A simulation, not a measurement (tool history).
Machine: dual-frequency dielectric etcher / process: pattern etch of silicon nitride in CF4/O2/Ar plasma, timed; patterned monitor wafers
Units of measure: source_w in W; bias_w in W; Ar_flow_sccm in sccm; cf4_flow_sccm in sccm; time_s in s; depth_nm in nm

run 1 day=0 | source_w=650 bias_w=47 Ar_flow_sccm=78 cf4_flow_sccm=100 time_s=382.5 | depth_nm=888.75
run 2 day=0.104 | source_w=610 bias_w=47 Ar_flow_sccm=78 cf4_flow_sccm=100 time_s=382.5 | depth_nm=830.6
run 3 day=0.267 | source_w=580 bias_w=47 Ar_flow_sccm=78 cf4_flow_sccm=100 time_s=382.5 | depth_nm=791.21
run 4 day=0.371 | source_w=620 bias_w=47 Ar_flow_sccm=78 cf4_flow_sccm=100 time_s=382.5 | depth_nm=841.12
run 5 day=0.575 | source_w=590 bias_w=47 Ar_flow_sccm=78 cf4_flow_sccm=100 time_s=382.5 | depth_nm=798.89
run 6 day=0.929 | source_w=570 bias_w=47 Ar_flow_sccm=78 cf4_flow_sccm=100 time_s=382.5 | depth_nm=776.52
run 7 day=1.25 | source_w=550 bias_w=47 Ar_flow_sccm=78 cf4_flow_sccm=100 time_s=382.5 | depth_nm=740.41
run 8 day=1.525 | source_w=540 bias_w=47 Ar_flow_sccm=78 cf4_flow_sccm=100 time_s=382.5 | depth_nm=737.57
run 9 day=1.658 | source_w=530 bias_w=47 Ar_flow_sccm=78 cf4_flow_sccm=100 time_s=382.5 | depth_nm=723.46
run 10 day=1.821 | source_w=520 bias_w=47 Ar_flow_sccm=78 cf4_flow_sccm=100 time_s=382.5 | depth_nm=705.34

Expected results for the next run?
run 11 day=1.912 | source_w=510 bias_w=47 Ar_flow_sccm=78 cf4_flow_sccm=100 time_s=382.5 | depth_nm=?

Run 11 yielded depth_nm 691.02 nm.
